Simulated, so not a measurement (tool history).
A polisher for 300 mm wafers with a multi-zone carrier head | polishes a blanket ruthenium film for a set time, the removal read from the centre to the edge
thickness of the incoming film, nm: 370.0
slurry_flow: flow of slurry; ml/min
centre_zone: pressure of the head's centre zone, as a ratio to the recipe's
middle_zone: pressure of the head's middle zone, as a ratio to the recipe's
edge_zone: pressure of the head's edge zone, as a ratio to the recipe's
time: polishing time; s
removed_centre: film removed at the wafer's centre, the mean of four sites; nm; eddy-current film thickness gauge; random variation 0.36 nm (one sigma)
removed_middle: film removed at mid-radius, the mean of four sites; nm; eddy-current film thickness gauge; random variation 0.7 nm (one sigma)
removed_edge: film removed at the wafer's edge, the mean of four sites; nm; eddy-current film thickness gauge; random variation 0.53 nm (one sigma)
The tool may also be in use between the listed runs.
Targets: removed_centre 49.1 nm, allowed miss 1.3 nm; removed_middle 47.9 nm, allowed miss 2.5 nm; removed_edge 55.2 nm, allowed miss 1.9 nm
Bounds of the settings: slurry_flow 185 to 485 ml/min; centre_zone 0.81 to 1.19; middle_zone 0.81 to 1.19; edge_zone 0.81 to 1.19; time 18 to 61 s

run 1 hour=0 | slurry_flow=310 centre_zone=1 middle_zone=1 edge_zone=1 time=39 | removed_centre=42.303 removed_middle=43.134 removed_edge=43.192
run 2 hour=1.8 | slurry_flow=235 centre_zone=1 middle_zone=1 edge_zone=1 time=39 | removed_centre=40.301 removed_middle=40.182 removed_edge=41.782
run 3 hour=3.4 | slurry_flow=235 centre_zone=1 middle_zone=1 edge_zone=1 time=47 | removed_centre=48.414 removed_middle=49.649 removed_edge=50.801
run 4 hour=7.5 | slurry_flow=235 centre_zone=1 middle_zone=0.99 edge_zone=1.02 time=47 | removed_centre=47.75 removed_middle=48.669 removed_edge=51.519
run 5 hour=12.1 | slurry_flow=240 centre_zone=1 middle_zone=0.98 edge_zone=1.03 time=47 | removed_centre=48.88 removed_middle=49.205 removed_edge=50.893
run 6 hour=13.7 | slurry_flow=290 centre_zone=1 middle_zone=0.98 edge_zone=1.03 time=47 | removed_centre=49.641 removed_middle=50.388 removed_edge=52.111
run 7 hour=15.9 | slurry_flow=285 centre_zone=1 middle_zone=0.97 edge_zone=1.05 time=47 | removed_centre=49.989 removed_middle=49.757 removed_edge=52.287
run 8 hour=20.8 | slurry_flow=275 centre_zone=0.99 middle_zone=0.96 edge_zone=1.07 time=47 | removed_centre=48.405 removed_middle=48.828 removed_edge=52.089
run 9 hour=29 | slurry_flow=270 centre_zone=0.99 middle_zone=0.95 edge_zone=1.09 time=47 | removed_centre=48.645 removed_middle=48.46 removed_edge=52.912
run 10 hour=32.9 | slurry_flow=270 centre_zone=0.99 middle_zone=0.94 edge_zone=1.11 time=47 | removed_centre=48.743 removed_middle=48.223 removed_edge=52.917

4 next moves are on the table. One of them brings every result within its allowed miss. Which?
run A hour=36.8 | slurry_flow=185 centre_zone=1 middle_zone=0.91 edge_zone=1.16 time=50 | removed_centre=? removed_middle=? removed_edge=?
run B hour=36.8 | slurry_flow=225 centre_zone=0.98 middle_zone=0.83 edge_zone=1.17 time=52 | removed_centre=? removed_middle=? removed_edge=?
run C hour=36.8 | slurry_flow=240 centre_zone=0.95 middle_zone=0.95 edge_zone=1.19 time=53 | removed_centre=? removed_middle=? removed_edge=?
run D hour=36.8 | slurry_flow=295 centre_zone=1.03 middle_zone=1.03 edge_zone=1.09 time=45 | removed_centre=? removed_middle=? removed_edge=?

move=A removed_centre=48.863 removed_middle=47.707 removed_edge=54.938
move=B removed_centre=51.707 removed_middle=48.625 removed_edge=58.847
move=C removed_centre=51.652 removed_middle=54.247 removed_edge=60.743
move=D removed_centre=48.98 removed_middle=49.696 removed_edge=50.805
A: meets every target
B: takes the result that was furthest off past its target
C: takes the result that was furthest off past its target
D: further off than the last run
Answer: A
